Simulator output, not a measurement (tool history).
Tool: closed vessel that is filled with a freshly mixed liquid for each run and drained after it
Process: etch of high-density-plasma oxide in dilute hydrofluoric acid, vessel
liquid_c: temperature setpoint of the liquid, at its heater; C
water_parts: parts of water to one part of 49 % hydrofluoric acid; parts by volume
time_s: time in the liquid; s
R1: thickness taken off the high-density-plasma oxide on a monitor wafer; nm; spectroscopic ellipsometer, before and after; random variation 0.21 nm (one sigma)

{"run": 1, "hour": 0.0, "liquid_c": 20.0, "water_parts": 210, "time_s": 2580, "R1": 80.112}
{"run": 2, "hour": 7.6, "liquid_c": 22.0, "water_parts": 210, "time_s": 2580, "R1": 86.225}
{"run": 3, "hour": 9.2, "liquid_c": 23.5, "water_parts": 210, "time_s": 2580, "R1": 89.877}
{"run": 4, "hour": 13.8, "liquid_c": 22.0, "water_parts": 240, "time_s": 2580, "R1": 72.479}
{"run": 5, "hour": 16.9, "liquid_c": 22.0, "water_parts": 240, "time_s": 2580, "R1": 73.279}
{"run": 6, "hour": 26.0, "liquid_c": 19.5, "water_parts": 240, "time_s": 2580, "R1": 67.079}
{"run": 7, "hour": 34.0, "liquid_c": 19.0, "water_parts": 260, "time_s": 2580, "R1": 59.199}

Forecast run 8:
{"run": 8, "hour": 36.7, "liquid_c": 18.5, "water_parts": 275, "time_s": 2580, "R1": "?"}

R1: 53.901 nm

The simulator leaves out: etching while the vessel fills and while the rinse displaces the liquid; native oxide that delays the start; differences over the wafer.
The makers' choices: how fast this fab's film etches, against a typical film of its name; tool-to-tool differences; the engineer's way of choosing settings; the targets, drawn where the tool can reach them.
